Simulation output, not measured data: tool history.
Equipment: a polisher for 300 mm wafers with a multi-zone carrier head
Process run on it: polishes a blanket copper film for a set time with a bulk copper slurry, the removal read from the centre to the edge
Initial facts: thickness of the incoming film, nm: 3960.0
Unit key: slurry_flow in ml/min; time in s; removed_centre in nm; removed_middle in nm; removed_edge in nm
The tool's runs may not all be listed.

run,hour,slurry_flow,centre_zone,middle_zone,edge_zone,slurry_solids,time,removed_centre,removed_middle,removed_edge
1,0.0,225,1.00,1.00,1.00,1.00,43,740.13,733.86,726.60
2,7.1,225,1.00,1.00,1.00,1.10,43,754.12,752.39,736.43
3,15.7,230,1.00,1.00,0.98,1.05,41,716.30,711.21,690.73
4,20.7,230,1.00,1.05,0.98,1.05,41,716.43,744.61,691.67
5,23.0,230,1.06,1.05,0.98,1.05,41,755.01,742.69,684.42
6,25.9,230,1.06,1.05,0.98,0.85,41,734.02,719.62,658.16
7,32.1,230,1.06,1.04,0.97,0.80,39,685.50,660.73,619.53

What will run 8 give?
8,40.5,230,1.06,1.04,0.96,0.75,37,?,?,?

Run 8 came out at removed_centre 651.58 nm, removed_middle 624.44 nm, removed_edge 583.24 nm.
